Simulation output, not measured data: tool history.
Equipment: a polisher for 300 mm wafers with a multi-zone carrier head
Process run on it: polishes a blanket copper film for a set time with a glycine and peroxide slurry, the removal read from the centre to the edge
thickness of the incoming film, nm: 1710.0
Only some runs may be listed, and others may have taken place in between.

run,hour,flow of slurry (ml/min),pressure of the head's centre zone,pressure of the head's middle zone,pressure of the head's edge zone,polishing time (s),film removed at the wafer's centre (angstrom),film removed at mid-radius (angstrom),film removed at the wafer's edge (angstrom)
1,0.0,245,1.00,1.00,1.00,39,1335.90,1319.0,1336.1
2,2.9,280,1.00,1.00,1.00,39,1370.30,1374.9,1324.2
3,11.6,285,0.97,0.98,0.98,35,1172.80,1193.4,1199.5
4,12.5,300,0.96,0.98,0.96,32,1083.50,1079.3,1069.4
5,15.8,300,0.96,0.98,0.96,41,1388.30,1370.1,1395.0
6,19.0,265,0.96,0.98,0.96,41,1368.50,1381.3,1376.2
7,24.0,265,0.93,0.98,0.93,37,1207.70,1214.9,1225.0
8,28.7,265,0.91,0.99,0.92,34,1076.00,1148.1,1117.7

Predict the results of run 9:
9,36.4,265,0.89,0.98,0.90,32,?,?,?

{"run 9": {"film removed at the wafer's centre (angstrom)": 983.25, "film removed at mid-radius (angstrom)": 1068.3, "film removed at the wafer's edge (angstrom)": 1034.6}}

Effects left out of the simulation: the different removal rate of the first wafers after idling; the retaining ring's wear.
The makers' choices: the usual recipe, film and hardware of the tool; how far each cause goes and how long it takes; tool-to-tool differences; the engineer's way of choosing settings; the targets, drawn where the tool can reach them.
